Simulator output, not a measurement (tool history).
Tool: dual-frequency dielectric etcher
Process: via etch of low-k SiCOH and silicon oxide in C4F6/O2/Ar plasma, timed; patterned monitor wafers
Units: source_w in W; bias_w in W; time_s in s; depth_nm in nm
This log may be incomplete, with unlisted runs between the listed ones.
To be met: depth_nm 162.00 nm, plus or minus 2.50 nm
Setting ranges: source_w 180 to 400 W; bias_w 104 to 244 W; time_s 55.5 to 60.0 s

| run | hour | source_w | bias_w | time_s | depth_nm |
|---|---|---|---|---|---|
| 1 | 0.0 | 290 | 174 | 60.0 | 146.06 |
| 2 | 7.9 | 330 | 174 | 60.0 | 156.34 |
| 3 | 9.8 | 340 | 175 | 60.0 | 159.37 |
| 4 | 18.2 | 340 | 175 | 60.0 | 157.36 |
| 5 | 23.3 | 340 | 158 | 60.0 | 155.50 |
| 6 | 30.5 | 340 | 158 | 60.0 | 156.04 |
| 7 | 31.5 | 350 | 159 | 60.0 | 157.35 |
| 8 | 38.4 | 350 | 159 | 60.0 | 157.82 |

Exercise: of the 4 proposed moves below, exactly one satisfies all targets within the stated allowed misses. Which move is it?
| A | 45.3 | 330 | 161 | 60.0 | ? |
| B | 45.3 | 340 | 165 | 60.0 | ? |
| C | 45.3 | 380 | 171 | 58.5 | ? |
| D | 45.3 | 380 | 163 | 55.5 | ? |

| move | depth_nm |
|---|---|
| A | 153.38 |
| B | 156.31 |
| C | 161.63 |
| D | 151.89 |
A: moves away from the targets compared with the last run
B: moves away from the targets compared with the last run
C: meets every target
D: moves away from the targets compared with the last run
C is the move that brings every result within its allowed miss.

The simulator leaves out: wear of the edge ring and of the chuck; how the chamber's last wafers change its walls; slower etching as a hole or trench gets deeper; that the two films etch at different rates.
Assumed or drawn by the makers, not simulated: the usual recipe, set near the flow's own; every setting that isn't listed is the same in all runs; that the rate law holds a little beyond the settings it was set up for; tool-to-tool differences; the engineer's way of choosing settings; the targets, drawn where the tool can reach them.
